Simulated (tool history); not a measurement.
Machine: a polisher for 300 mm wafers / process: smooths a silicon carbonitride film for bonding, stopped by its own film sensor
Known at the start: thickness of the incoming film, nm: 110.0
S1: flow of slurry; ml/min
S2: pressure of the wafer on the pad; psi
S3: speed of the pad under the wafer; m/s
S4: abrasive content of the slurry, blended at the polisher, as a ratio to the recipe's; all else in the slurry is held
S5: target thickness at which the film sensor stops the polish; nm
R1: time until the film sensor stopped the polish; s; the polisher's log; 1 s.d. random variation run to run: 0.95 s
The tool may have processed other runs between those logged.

{"run": 1, "day": 0.0, "S1": 285, "S2": 1.9, "S3": 1, "S4": 1, "S5": 95, "R1": 72.336}
{"run": 2, "day": 0.054, "S1": 285, "S2": 2, "S3": 1.02, "S4": 1, "S5": 95, "R1": 68.041}
{"run": 3, "day": 0.396, "S1": 285, "S2": 2, "S3": 1.02, "S4": 0.85, "S5": 95, "R1": 72.798}
{"run": 4, "day": 0.546, "S1": 285, "S2": 2, "S3": 0.9, "S4": 0.85, "S5": 95, "R1": 80.083}
{"run": 5, "day": 0.679, "S1": 285, "S2": 2, "S3": 0.9, "S4": 0.85, "S5": 97, "R1": 68.104}
{"run": 6, "day": 0.775, "S1": 285, "S2": 2.1, "S3": 0.92, "S4": 0.85, "S5": 97, "R1": 66.379}
{"day": 0.954, "done": "slurry nozzle cleaned"}
{"run": 7, "day": 0.954, "S1": 285, "S2": 2.2, "S3": 0.94, "S4": 0.85, "S5": 97, "R1": 60.413}
{"run": 8, "day": 1.146, "S1": 285, "S2": 2.3, "S3": 0.94, "S4": 0.85, "S5": 97, "R1": 57.24}

Estimate the outcome of run 9 from the log above:
{"run": 9, "day": 1.421, "S1": 285, "S2": 2.3, "S3": 0.94, "S4": 0.85, "S5": 97, "R1": "?"}

{"run 9": {"R1": 57.248}}
